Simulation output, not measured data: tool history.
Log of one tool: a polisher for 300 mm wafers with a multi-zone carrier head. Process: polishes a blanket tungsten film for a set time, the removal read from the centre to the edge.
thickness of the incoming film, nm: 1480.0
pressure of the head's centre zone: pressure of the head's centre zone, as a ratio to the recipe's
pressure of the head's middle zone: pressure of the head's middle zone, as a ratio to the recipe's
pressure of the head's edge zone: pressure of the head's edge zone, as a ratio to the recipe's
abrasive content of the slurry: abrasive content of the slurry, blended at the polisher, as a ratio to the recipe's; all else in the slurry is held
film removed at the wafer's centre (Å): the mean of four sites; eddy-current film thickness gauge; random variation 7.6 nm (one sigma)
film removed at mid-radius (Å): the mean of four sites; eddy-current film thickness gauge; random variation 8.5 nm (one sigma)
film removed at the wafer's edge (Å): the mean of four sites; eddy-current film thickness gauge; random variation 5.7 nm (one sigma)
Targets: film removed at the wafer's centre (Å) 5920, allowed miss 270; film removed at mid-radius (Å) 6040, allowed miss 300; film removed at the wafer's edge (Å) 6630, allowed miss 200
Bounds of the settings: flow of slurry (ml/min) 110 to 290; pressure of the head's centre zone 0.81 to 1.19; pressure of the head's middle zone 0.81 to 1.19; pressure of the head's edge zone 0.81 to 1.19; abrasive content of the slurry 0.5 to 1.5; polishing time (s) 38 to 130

run,hour,flow of slurry (ml/min),pressure of the head's centre zone,pressure of the head's middle zone,pressure of the head's edge zone,abrasive content of the slurry,polishing time (s),film removed at the wafer's centre (Å),film removed at mid-radius (Å),film removed at the wafer's edge (Å)
1,0,185,1,1,1,1,84,5161.2,5381.9,5459.2
2,6.3,185,1,1,1,1.1,84,5259.7,5592.5,5562.3
3,12.2,195,1.01,0.99,1.04,1.15,85,5591,5674.2,5837.9
4,15.5,195,1.01,0.99,1.04,0.95,85,5215.2,5432.1,5605.4
5,18.1,200,1.01,0.99,1.07,1,86,5452.1,5582.6,5922.4
6,21.4,210,1.01,1,1.09,1,86,5449,5735.1,5877.8
7,23.4,210,1.01,0.99,1.11,1.05,87,5704.6,5705.7,5982.3
8,24.1,230,0.91,0.99,1.19,1.2,92,5471.5,6283.1,6991
9,27.1,230,0.93,0.98,1.18,1.2,92,5720,6262.7,6934.4
10,34.2,230,0.94,0.98,1.17,1.2,92,5785.9,6280.1,6898.3
11,38.1,230,0.95,0.97,1.16,1.2,92,5823.2,6310.4,6794.1

Which of these 4 next moves meets every target?
A,42,290,0.91,1.08,1.03,1.25,92,?,?,?
B,42,230,0.89,0.95,1.18,1.25,94,?,?,?
C,42,290,0.93,1.13,1.04,1.25,92,?,?,?
D,42,280,0.97,0.94,1.13,1.2,89,?,?,?

move,film removed at the wafer's centre (Å),film removed at mid-radius (Å),film removed at the wafer's edge (Å)
A,5915.8,7035.4,6557.1
B,5745.3,6322.2,7057.2
C,6049,7300.9,6584
D,6013.1,5999.5,6572.3
A: further off than the last run
B: brings the result that was furthest off to its target, and leaves another outside
C: further off than the last run
D: meets every target
Answer: D
